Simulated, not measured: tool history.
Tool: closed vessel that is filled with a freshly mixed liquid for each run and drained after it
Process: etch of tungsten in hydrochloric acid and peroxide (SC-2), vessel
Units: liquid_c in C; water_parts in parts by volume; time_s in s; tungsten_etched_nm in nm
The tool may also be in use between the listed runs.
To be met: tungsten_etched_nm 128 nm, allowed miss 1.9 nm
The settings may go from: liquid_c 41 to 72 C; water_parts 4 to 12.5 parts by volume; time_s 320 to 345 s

run 1 hour=0 | liquid_c=57 water_parts=7 time_s=320 | tungsten_etched_nm=86.273
run 2 hour=7.6 | liquid_c=58 water_parts=7 time_s=320 | tungsten_etched_nm=91.901
run 3 hour=12.5 | liquid_c=59 water_parts=7 time_s=320 | tungsten_etched_nm=97.448
run 4 hour=14.8 | liquid_c=60 water_parts=7 time_s=320 | tungsten_etched_nm=104.02
run 5 hour=21.8 | liquid_c=60 water_parts=7 time_s=345 | tungsten_etched_nm=112.13
run 6 hour=25.3 | liquid_c=60.5 water_parts=7 time_s=345 | tungsten_etched_nm=115.76
run 7 hour=32.1 | liquid_c=61 water_parts=7 time_s=345 | tungsten_etched_nm=118.87
run 8 hour=35 | liquid_c=62.5 water_parts=7 time_s=345 | tungsten_etched_nm=130.8

4 next moves are on the table. One of them brings every result within its allowed miss. Which?
run A hour=37.9 | liquid_c=63.5 water_parts=7.5 time_s=335 | tungsten_etched_nm=?
run B hour=37.9 | liquid_c=63.5 water_parts=7.5 time_s=325 | tungsten_etched_nm=?
run C hour=37.9 | liquid_c=66.5 water_parts=8.5 time_s=320 | tungsten_etched_nm=?
run D hour=37.9 | liquid_c=58 water_parts=4.5 time_s=335 | tungsten_etched_nm=?

move=A tungsten_etched_nm=128.99
move=B tungsten_etched_nm=125.14
move=C tungsten_etched_nm=133.82
move=D tungsten_etched_nm=133.71
A: meets every target
B: takes the result that was furthest off past its target
C: further off than the last run
D: further off than the last run
Move A is the one to make.
